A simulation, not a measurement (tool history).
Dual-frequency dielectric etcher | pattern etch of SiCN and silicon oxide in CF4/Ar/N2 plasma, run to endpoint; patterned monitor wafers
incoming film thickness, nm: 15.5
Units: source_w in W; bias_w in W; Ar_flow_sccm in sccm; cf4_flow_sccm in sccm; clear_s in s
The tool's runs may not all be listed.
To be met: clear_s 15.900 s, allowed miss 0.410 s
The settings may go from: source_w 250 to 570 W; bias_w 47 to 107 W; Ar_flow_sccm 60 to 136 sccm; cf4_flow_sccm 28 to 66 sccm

Run 1, hour 0.0: source_w 410 W, bias_w 77 W, Ar_flow_sccm 98 sccm, cf4_flow_sccm 47 sccm. Result: clear_s 20.989 s.
Run 2, hour 5.7: source_w 410 W, bias_w 77 W, Ar_flow_sccm 98 sccm, cf4_flow_sccm 52 sccm. Result: clear_s 20.836 s.
Run 3, hour 14.0: source_w 410 W, bias_w 77 W, Ar_flow_sccm 84 sccm, cf4_flow_sccm 52 sccm. Result: clear_s 20.576 s.
Run 4, hour 17.1: source_w 450 W, bias_w 78 W, Ar_flow_sccm 84 sccm, cf4_flow_sccm 52 sccm. Result: clear_s 18.736 s.
Run 5, hour 24.2: source_w 390 W, bias_w 78 W, Ar_flow_sccm 84 sccm, cf4_flow_sccm 52 sccm. Result: clear_s 21.413 s.
Run 6, hour 25.4: source_w 390 W, bias_w 78 W, Ar_flow_sccm 84 sccm, cf4_flow_sccm 58 sccm. Result: clear_s 21.085 s.
Run 7, hour 26.3: source_w 430 W, bias_w 79 W, Ar_flow_sccm 84 sccm, cf4_flow_sccm 58 sccm. Result: clear_s 19.075 s.
Run 8, hour 26.9: source_w 450 W, bias_w 80 W, Ar_flow_sccm 84 sccm, cf4_flow_sccm 58 sccm. Result: clear_s 18.326 s.
Run 9, hour 31.6: source_w 530 W, bias_w 82 W, Ar_flow_sccm 83 sccm, cf4_flow_sccm 58 sccm. Result: clear_s 15.276 s.

Which of these 4 next moves meets every target?
Run A, hour 36.3: source_w 510 W, bias_w 79 W, Ar_flow_sccm 81 sccm, cf4_flow_sccm 62 sccm. Result: clear_s ?.
Run B, hour 36.3: source_w 500 W, bias_w 74 W, Ar_flow_sccm 95 sccm, cf4_flow_sccm 59 sccm. Result: clear_s ?.
Run C, hour 36.3: source_w 470 W, bias_w 86 W, Ar_flow_sccm 91 sccm, cf4_flow_sccm 53 sccm. Result: clear_s ?.
Run D, hour 36.3: source_w 550 W, bias_w 82 W, Ar_flow_sccm 88 sccm, cf4_flow_sccm 53 sccm. Result: clear_s ?.

move  clear_s
   A   15.881
   B   16.948
   C   17.316
   D   15.040
A: meets every target
B: takes the result that was furthest off past its target
C: takes the result that was furthest off past its target
D: further off than the last run
The right move is A.
